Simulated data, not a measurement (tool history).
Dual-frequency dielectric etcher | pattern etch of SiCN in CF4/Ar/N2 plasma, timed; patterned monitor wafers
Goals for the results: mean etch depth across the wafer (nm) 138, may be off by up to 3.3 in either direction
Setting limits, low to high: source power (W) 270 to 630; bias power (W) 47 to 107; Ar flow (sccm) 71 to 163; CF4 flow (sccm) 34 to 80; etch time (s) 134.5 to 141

run	hour	source power (W)	bias power (W)	Ar flow (sccm)	CF4 flow (sccm)	etch time (s)	mean etch depth across the wafer (nm)
1	0	450	77	117	57	134.5	108.42
2	6.8	470	77	117	57	134.5	112.98
3	10.8	470	66	117	57	134.5	106.8
4	18.6	470	66	117	65	134.5	108.81
5	24.2	470	61	117	65	134.5	105.63
6	26.1	490	61	117	65	134.5	110.52
7	30.7	510	61	117	65	134.5	111.44
8	34.7	530	63	116	65	134.5	117.91
9	35.5	550	63	116	65	134.5	120.47
10	38.2	560	64	116	65	134.5	123.17
11	44.9	570	65	116	65	134.5	125.28
12	52.4	580	65	116	65	134.5	126.41
13	54.9	590	66	116	65	134.5	128.72
14	56.3	600	67	116	65	134.5	130.47
15	57.9	600	68	116	65	134.5	129.62
16	66.1	600	69	115	65	134.5	130.26
17	67.4	600	70	115	65	134.5	132.41

Pick the move, out of 4, that brings all results within their allowed miss; only one does.
A	68.7	620	64	114	62	140.5	?
B	68.7	600	51	90	58	140	?
C	68.7	590	66	124	64	137	?
D	68.7	570	60	114	67	140	?

move	mean etch depth across the wafer (nm)
A	138.31
B	130.8
C	129.96
D	128.56
A: each result inside its tolerance
B: moves away from the targets compared with the last run
C: moves away from the targets compared with the last run
D: moves away from the targets compared with the last run
The move that meets every target is A.
